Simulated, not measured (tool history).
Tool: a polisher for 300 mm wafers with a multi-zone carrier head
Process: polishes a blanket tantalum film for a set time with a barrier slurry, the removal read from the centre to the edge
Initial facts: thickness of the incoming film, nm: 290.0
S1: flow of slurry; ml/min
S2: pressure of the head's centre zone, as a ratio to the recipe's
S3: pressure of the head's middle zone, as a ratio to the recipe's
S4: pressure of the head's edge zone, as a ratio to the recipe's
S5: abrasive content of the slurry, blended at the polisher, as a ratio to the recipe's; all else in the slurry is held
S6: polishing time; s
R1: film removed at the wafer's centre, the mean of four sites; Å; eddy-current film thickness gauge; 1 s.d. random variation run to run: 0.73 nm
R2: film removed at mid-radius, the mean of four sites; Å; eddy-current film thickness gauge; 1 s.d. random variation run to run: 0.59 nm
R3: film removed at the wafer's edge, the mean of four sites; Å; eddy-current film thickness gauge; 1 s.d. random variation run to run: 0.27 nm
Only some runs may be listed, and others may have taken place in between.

run 1 hour=0.0 | S1=180 S2=1.00 S3=1.00 S4=1.00 S5=1.00 S6=46 | R1=382.69 R2=370.87 R3=391.67
run 2 hour=2.2 | S1=180 S2=1.00 S3=1.00 S4=1.05 S5=1.00 S6=46 | R1=389.80 R2=369.76 R3=394.39
run 3 hour=7.4 | S1=180 S2=1.03 S3=1.00 S4=1.05 S5=1.00 S6=46 | R1=398.28 R2=376.91 R3=396.49
run 4 hour=8.0 | S1=180 S2=1.03 S3=0.96 S4=1.05 S5=1.00 S6=46 | R1=394.84 R2=364.66 R3=391.25
run 5 hour=9.7 | S1=180 S2=0.95 S3=0.96 S4=1.05 S5=1.00 S6=46 | R1=358.83 R2=371.26 R3=398.35
run 6 hour=11.6 | S1=195 S2=1.01 S3=0.98 S4=1.06 S5=1.05 S6=46 | R1=404.72 R2=378.49 R3=415.72
run 7 hour=13.5 | S1=205 S2=1.06 S3=1.01 S4=1.05 S5=1.05 S6=46 | R1=431.86 R2=392.26 R3=411.40

Run 8 comes next. What will it give?
run 8 hour=18.0 | S1=220 S2=1.10 S3=1.00 S4=1.04 S5=1.05 S6=46 | R1=? R2=? R3=?

Run 8 produced R1 432.42 Å, R2 393.67 Å, R3 405.20 Å.
